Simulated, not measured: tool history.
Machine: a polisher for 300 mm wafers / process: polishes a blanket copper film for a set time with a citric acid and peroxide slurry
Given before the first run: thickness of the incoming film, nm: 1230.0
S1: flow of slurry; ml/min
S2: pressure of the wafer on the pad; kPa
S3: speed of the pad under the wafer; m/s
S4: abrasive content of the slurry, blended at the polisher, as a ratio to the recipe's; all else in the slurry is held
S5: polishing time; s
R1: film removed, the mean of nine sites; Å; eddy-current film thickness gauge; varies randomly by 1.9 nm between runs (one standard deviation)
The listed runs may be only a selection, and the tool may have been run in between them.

run,hour,S1,S2,S3,S4,S5,R1
1,0,285,23.4,0.98,1,66,1729.5
2,7.1,285,23.4,0.98,1,69,1816.5
3,14.6,290,26.2,0.98,1,69,2022.3
4,15.5,335,26.2,0.98,1,69,2033.3
5,21.7,335,26.2,0.98,1.15,69,2114.3
6,29,335,26.2,0.98,1.15,69,2117.3

Estimate the outcome of run 7 from the log above:
7,35.2,335,27.6,0.98,1.15,69,?

Run 7 produced R1 2206.6 Å.
